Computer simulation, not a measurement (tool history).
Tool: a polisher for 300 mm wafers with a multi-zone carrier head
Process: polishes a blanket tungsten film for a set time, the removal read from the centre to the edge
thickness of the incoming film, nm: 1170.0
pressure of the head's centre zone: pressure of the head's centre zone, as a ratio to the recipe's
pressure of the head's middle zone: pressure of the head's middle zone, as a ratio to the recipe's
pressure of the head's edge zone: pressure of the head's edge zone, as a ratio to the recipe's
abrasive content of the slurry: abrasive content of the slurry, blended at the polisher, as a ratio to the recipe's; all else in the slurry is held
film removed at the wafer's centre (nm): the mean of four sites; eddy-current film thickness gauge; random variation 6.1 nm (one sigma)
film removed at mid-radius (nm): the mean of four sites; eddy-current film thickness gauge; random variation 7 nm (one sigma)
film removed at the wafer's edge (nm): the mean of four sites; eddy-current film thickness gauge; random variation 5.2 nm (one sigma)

| run | day | flow of slurry (ml/min) | pressure of the head's centre zone | pressure of the head's middle zone | pressure of the head's edge zone | abrasive content of the slurry | polishing time (s) | film removed at the wafer's centre (nm) | film removed at mid-radius (nm) | film removed at the wafer's edge (nm) |
|---|---|---|---|---|---|---|---|---|---|---|
| 1 | 0 | 280 | 1 | 1 | 1 | 1 | 77 | 441.83 | 432.01 | 445.9 |
| 2 | 0.179 | 245 | 1 | 1 | 1 | 1 | 77 | 431.08 | 419.17 | 444.31 |
| 3 | 0.254 | 265 | 1.04 | 1.02 | 1.01 | 1.1 | 78 | 467.42 | 456.45 | 450.89 |
| 4 | 0.45 | 275 | 1.07 | 1.01 | 1.03 | 1.2 | 80 | 507.58 | 474.22 | 481.11 |
| 5 | 0.821 | 275 | 1.07 | 0.98 | 1.03 | 1.2 | 80 | 504.5 | 456.89 | 478.11 |
| 6 | 0.992 | 250 | 1.07 | 0.98 | 1.03 | 1.2 | 80 | 502.97 | 447.15 | 479.92 |

Run 7 comes next. What will it give?
| 7 | 1.196 | 250 | 1.07 | 0.98 | 1.03 | 1.2 | 80 | ? | ? | ? |

film removed at the wafer's centre (nm): 501.05
film removed at mid-radius (nm): 459.51
film removed at the wafer's edge (nm): 481.78
